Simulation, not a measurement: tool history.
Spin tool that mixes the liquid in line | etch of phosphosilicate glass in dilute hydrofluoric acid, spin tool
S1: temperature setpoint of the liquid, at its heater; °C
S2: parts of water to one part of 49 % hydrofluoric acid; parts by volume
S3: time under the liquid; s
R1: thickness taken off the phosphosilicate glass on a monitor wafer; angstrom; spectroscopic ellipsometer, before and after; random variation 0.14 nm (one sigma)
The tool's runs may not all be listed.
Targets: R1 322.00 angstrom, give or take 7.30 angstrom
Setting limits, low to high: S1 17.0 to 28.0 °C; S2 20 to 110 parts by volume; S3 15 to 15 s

| run | hour | S1 | S2 | S3 | R1 |
|---|---|---|---|---|---|
| 1 | 0.0 | 20.0 | 60 | 15 | 162.01 |
| 2 | 6.0 | 22.0 | 55 | 15 | 193.38 |
| 3 | 14.6 | 23.5 | 50 | 15 | 228.05 |
| 4 | 21.1 | 23.5 | 60 | 15 | 188.06 |
| 5 | 26.5 | 26.0 | 60 | 15 | 209.09 |
| 6 | 33.6 | 26.5 | 55 | 15 | 235.26 |
| 7 | 34.6 | 27.0 | 50 | 15 | 266.82 |
| 8 | 39.0 | 27.5 | 50 | 15 | 269.72 |
| 9 | 46.0 | 28.0 | 40 | 15 | 349.55 |

Which of these 4 next moves meets every target?
| A | 53.0 | 26.0 | 35 | 15 | ? |
| B | 53.0 | 27.5 | 35 | 15 | ? |
| C | 53.0 | 27.5 | 40 | 15 | ? |
| D | 53.0 | 26.0 | 40 | 15 | ? |

| move | R1 |
|---|---|
| A | 371.41 |
| B | 394.86 |
| C | 342.97 |
| D | 322.70 |
A: lands further from the targets than the last run did
B: lands further from the targets than the last run did
C: moves toward the targets from the last run without getting all of them in spec
D: every result lands within tolerance
The right move is D.
